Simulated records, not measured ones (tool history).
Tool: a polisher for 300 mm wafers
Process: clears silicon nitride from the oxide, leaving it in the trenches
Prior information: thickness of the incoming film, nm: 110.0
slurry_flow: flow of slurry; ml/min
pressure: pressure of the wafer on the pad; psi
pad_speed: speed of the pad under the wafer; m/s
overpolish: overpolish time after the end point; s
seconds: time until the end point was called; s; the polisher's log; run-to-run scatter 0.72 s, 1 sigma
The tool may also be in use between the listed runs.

run    day  slurry_flow  pressure  pad_speed  overpolish  seconds
  1  0.000          310       2.7       1.16           6  117.370
  2  0.092          310       2.7       1.26           6  107.170
  3  0.246          310       2.9       1.26           6   99.438
  4  0.329          310       2.9       1.26           6   99.079
  5  0.621          260       2.9       1.26           6  103.490
  6  0.767          260       2.4       1.26           6  122.780
  7  1.079          285       2.7       1.26           6  107.350

Estimate the outcome of run 8 from the log above:
  8  1.379          300       2.9       1.26           6        ?

{"run 8": {"seconds": 100.91}}
